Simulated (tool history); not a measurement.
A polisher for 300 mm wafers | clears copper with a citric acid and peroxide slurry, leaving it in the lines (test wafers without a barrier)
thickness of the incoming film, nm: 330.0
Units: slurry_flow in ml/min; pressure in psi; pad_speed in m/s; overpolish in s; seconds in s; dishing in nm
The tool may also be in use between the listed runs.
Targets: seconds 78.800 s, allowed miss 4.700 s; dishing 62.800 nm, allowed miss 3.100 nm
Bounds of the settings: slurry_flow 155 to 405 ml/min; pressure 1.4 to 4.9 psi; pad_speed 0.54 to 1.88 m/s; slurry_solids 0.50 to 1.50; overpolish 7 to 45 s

{"run": 1, "hour": 0.0, "slurry_flow": 260, "pressure": 3.1, "pad_speed": 1.2, "slurry_solids": 1.0, "overpolish": 23, "seconds": 119.35, "dishing": 45.93}
{"run": 2, "hour": 7.5, "slurry_flow": 260, "pressure": 3.1, "pad_speed": 1.2, "slurry_solids": 1.0, "overpolish": 19, "seconds": 115.05, "dishing": 39.514}
{"run": 3, "hour": 8.9, "slurry_flow": 260, "pressure": 3.6, "pad_speed": 1.2, "slurry_solids": 1.0, "overpolish": 19, "seconds": 102.68, "dishing": 43.567}
{"run": 4, "hour": 10.4, "slurry_flow": 260, "pressure": 4.1, "pad_speed": 1.2, "slurry_solids": 1.0, "overpolish": 19, "seconds": 90.356, "dishing": 49.123}
{"run": 5, "hour": 16.6, "slurry_flow": 260, "pressure": 4.1, "pad_speed": 1.42, "slurry_solids": 1.0, "overpolish": 19, "seconds": 77.021, "dishing": 56.051}
{"run": 6, "hour": 23.0, "slurry_flow": 260, "pressure": 3.6, "pad_speed": 1.42, "slurry_solids": 1.0, "overpolish": 19, "seconds": 87.466, "dishing": 50.061}
{"run": 7, "hour": 28.4, "slurry_flow": 260, "pressure": 3.6, "pad_speed": 1.42, "slurry_solids": 1.0, "overpolish": 19, "seconds": 86.5, "dishing": 50.02}
{"run": 8, "hour": 36.3, "slurry_flow": 260, "pressure": 3.7, "pad_speed": 1.42, "slurry_solids": 1.0, "overpolish": 20, "seconds": 84.172, "dishing": 53.8}

4 next moves are on the table. One of them brings every result within its allowed miss. Which?
{"run": "A", "hour": 44.2, "slurry_flow": 260, "pressure": 3.6, "pad_speed": 1.36, "slurry_solids": 0.95, "overpolish": 29, "seconds": "?", "dishing": "?"}
{"run": "B", "hour": 44.2, "slurry_flow": 225, "pressure": 3.9, "pad_speed": 1.5, "slurry_solids": 0.9, "overpolish": 22, "seconds": "?", "dishing": "?"}
{"run": "C", "hour": 44.2, "slurry_flow": 275, "pressure": 4.2, "pad_speed": 1.4, "slurry_solids": 1.05, "overpolish": 27, "seconds": "?", "dishing": "?"}
{"run": "D", "hour": 44.2, "slurry_flow": 165, "pressure": 3.8, "pad_speed": 1.66, "slurry_solids": 0.95, "overpolish": 16, "seconds": "?", "dishing": "?"}

move=A seconds=90.044 dishing=66.333
move=B seconds=78.028 dishing=60.223
move=C seconds=74.939 dishing=72.987
move=D seconds=73.545 dishing=48.761
A: takes the result that was furthest off past its target
B: meets every target
C: takes the result that was furthest off past its target
D: further off than the last run
Move B is the one to make.
